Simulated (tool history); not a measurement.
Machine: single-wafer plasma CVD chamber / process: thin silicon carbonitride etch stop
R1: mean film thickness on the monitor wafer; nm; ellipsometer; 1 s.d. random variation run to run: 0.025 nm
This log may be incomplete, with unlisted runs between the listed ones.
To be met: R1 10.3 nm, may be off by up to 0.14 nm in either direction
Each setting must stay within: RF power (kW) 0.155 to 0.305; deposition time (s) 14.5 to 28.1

Run 1, hour 0: RF power (kW) 0.23, deposition time (s) 21.3. Result: R1 11.76 nm.
Run 2, hour 7.6: RF power (kW) 0.22, deposition time (s) 21.1. Result: R1 11.51 nm.
Run 3, hour 10.5: RF power (kW) 0.22, deposition time (s) 24. Result: R1 13.085 nm.
Run 4, hour 17.8: RF power (kW) 0.22, deposition time (s) 22.5. Result: R1 12.233 nm.
Run 5, hour 24.6: RF power (kW) 0.22, deposition time (s) 21. Result: R1 11.427 nm.
Run 6, hour 29.1: RF power (kW) 0.21, deposition time (s) 20.9. Result: R1 11.191 nm.
Run 7, hour 36.1: RF power (kW) 0.205, deposition time (s) 20.9. Result: R1 11.107 nm.
Run 8, hour 41.5: RF power (kW) 0.2, deposition time (s) 20.9. Result: R1 10.993 nm.
Run 9, hour 48.9: RF power (kW) 0.195, deposition time (s) 20.9. Result: R1 10.927 nm.
Run 10, hour 56.7: RF power (kW) 0.19, deposition time (s) 20.9. Result: R1 10.87 nm.
Run 11, hour 65.3: RF power (kW) 0.185, deposition time (s) 20.9. Result: R1 10.756 nm.
Run 12, hour 70.2: RF power (kW) 0.155, deposition time (s) 20.7. Result: R1 9.9603 nm.
Run 13, hour 75.5: RF power (kW) 0.155, deposition time (s) 20.7. Result: R1 9.9307 nm.

Of the 5 settings listed for the next run, only one would bring every result within its allowed miss of target. Which one?
Run A, hour 80.8: RF power (kW) 0.155, deposition time (s) 22.2. Result: R1 ?.
Run B, hour 80.8: RF power (kW) 0.16, deposition time (s) 19.3. Result: R1 ?.
Run C, hour 80.8: RF power (kW) 0.155, deposition time (s) 20.2. Result: R1 ?.
Run D, hour 80.8: RF power (kW) 0.155, deposition time (s) 20. Result: R1 ?.
Run E, hour 80.8: RF power (kW) 0.16, deposition time (s) 21.2. Result: R1 ?.

move      R1
   A  10.653
   B   9.366
   C  9.6929
   D  9.5969
   E  10.288
A: the result that was furthest off in the last run now lies on the other side of its target
B: moves away from the targets compared with the last run
C: moves away from the targets compared with the last run
D: moves away from the targets compared with the last run
E: every result within its allowed miss
E is the move that brings every result within its allowed miss.
